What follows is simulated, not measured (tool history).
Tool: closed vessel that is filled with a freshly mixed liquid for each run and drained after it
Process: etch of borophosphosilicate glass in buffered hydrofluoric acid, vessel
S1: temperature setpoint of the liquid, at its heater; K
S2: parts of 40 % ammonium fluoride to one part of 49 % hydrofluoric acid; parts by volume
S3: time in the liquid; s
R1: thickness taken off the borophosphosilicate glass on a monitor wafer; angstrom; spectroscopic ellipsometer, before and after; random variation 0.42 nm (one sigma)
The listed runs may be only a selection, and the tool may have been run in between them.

run  hour      S1    S2  S3      R1
  1   0.0  295.15   9.5  30  368.20
  2   8.8  296.65   9.5  30  395.58
  3  12.2  297.65   9.5  30  420.45
  4  18.0  297.65  12.0  30  339.80
  5  19.8  297.65  12.0  30  337.21
  6  24.7  299.15  12.0  30  364.53
  7  28.0  300.15  12.0  30  386.69
  8  36.4  301.15  12.0  30  410.79
  9  37.4  301.65  12.0  30  424.37
 10  42.1  302.15  12.0  30  431.43

Run 11, settings as shown, results not yet in. Your forecast:
 11  46.7  302.65  12.0  30   ?

Run 11 produced R1 440.27 angstrom.

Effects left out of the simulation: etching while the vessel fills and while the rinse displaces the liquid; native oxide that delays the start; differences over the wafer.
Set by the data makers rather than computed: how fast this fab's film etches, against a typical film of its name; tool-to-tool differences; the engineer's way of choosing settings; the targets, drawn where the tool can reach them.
